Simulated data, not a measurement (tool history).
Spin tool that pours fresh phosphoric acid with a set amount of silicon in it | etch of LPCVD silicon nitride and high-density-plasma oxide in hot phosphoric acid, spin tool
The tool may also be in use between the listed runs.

run	hour	temperature setpoint of the liquid (°C)	silicon dissolved in the acid as it is poured (mg a litre)	time under the liquid (s)	thickness taken off the LPCVD silicon nitride on a monitor wafer (nm)	thickness taken off the high-density-plasma oxide on a monitor wafer (nm)
1	0	164	8.5	125	15.709	0.84121
2	4.7	164	4	125	15.665	0.87413
3	12.5	164	2.5	125	15.841	0.88386
4	17.5	164	0	125	15.384	0.97956
5	21.9	164.5	2	130	16.805	1.0536
6	29.3	163.5	2	130	15.915	0.87644

Run 7 comes next. What will it give?
7	32.8	164	3.5	135	?	?

thickness taken off the LPCVD silicon nitride on a monitor wafer (nm): 17.061
thickness taken off the high-density-plasma oxide on a monitor wafer (nm): 0.93537
